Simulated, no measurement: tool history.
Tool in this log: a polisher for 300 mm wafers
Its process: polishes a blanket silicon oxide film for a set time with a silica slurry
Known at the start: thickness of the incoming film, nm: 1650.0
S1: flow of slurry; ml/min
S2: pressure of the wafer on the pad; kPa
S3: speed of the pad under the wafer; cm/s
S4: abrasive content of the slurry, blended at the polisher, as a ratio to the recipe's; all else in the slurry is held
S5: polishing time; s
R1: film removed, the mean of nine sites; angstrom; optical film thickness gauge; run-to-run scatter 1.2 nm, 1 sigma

run	hour	S1	S2	S3	S4	S5	R1
1	0	145	35.2	118	1	48	1884.7
2	5.5	145	32.4	118	1	48	1749.8
3	13.5	145	32.4	136	1	48	1961.2
4	18.8	145	29.6	132	1	48	1746.9
5	25.6	145	27.6	130	1	48	1635.5
6	28.6	145	27.6	154	1	48	1819.7
7	34.3	145	25.5	148	1	48	1677
8	35.3	145	24.1	144	1	48	1557.8
9	41.1	145	22.8	142	1	48	1432.3
10	49.4	130	15.9	132	1	48	972.28
11	54.4	135	15.9	132	1	48	948.93
12	59.1	140	15.9	132	1	48	951.89
13	64.5	140	16.5	132	1	48	999.89

Expected results for the next run?
14	66.7	140	16.5	132	1	48	?

R1: 1014.1 angstrom

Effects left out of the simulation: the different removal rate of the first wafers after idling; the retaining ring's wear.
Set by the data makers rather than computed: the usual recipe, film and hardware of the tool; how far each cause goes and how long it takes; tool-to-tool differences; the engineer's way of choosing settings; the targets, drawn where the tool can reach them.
